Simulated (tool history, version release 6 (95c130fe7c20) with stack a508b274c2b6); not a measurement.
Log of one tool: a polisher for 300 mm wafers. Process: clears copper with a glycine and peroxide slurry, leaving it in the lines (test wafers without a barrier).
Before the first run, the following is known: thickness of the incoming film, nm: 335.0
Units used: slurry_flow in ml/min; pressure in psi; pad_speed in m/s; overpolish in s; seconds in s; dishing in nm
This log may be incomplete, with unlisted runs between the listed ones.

run    day  slurry_flow  pressure  pad_speed  overpolish  seconds  dishing
  1  0.000          230       1.8       1.10          24   75.644   65.628
  2  0.046          230       2.1       1.14          23   66.462   70.253
  3  0.296          230       2.3       1.20          23   57.089   75.356
  4  0.379          210       2.3       1.20          23   58.169   75.076
  5  0.608          210       2.3       0.96          23   72.737   68.367
  6  0.658          210       2.0       0.96          23   78.407   61.567
  7  0.875          220       2.2       1.06          23   67.358   68.776
  8  1.212          225       2.4       1.12          23   58.318   76.392

Forecast run 9:
  9  1.488          240       2.5       1.12          23        ?        ?

{"run 9": {"seconds": 57.091, "dishing": 78.429}}
